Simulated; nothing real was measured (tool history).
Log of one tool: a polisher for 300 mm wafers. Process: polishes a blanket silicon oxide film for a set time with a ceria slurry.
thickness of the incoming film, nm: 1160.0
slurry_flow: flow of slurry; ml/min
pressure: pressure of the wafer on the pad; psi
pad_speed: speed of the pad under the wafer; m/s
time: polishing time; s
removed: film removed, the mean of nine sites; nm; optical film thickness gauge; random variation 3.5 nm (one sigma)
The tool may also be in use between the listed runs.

run	hour	slurry_flow	pressure	pad_speed	time	removed
1	0.0	235	3.1	1.22	43	243.36
2	1.9	235	3.1	1.22	45	255.49
3	9.9	235	3.2	1.22	45	258.44
4	16.4	235	3.2	1.22	43	252.88
5	18.9	235	3.2	1.22	43	251.32
6	26.9	235	3.3	1.22	43	250.05
7	33.8	235	3.5	1.22	43	270.76

Run 8 comes next. What will it give?
8	37.6	235	3.6	1.22	43	?

{"run 8": {"removed": 280.37}}

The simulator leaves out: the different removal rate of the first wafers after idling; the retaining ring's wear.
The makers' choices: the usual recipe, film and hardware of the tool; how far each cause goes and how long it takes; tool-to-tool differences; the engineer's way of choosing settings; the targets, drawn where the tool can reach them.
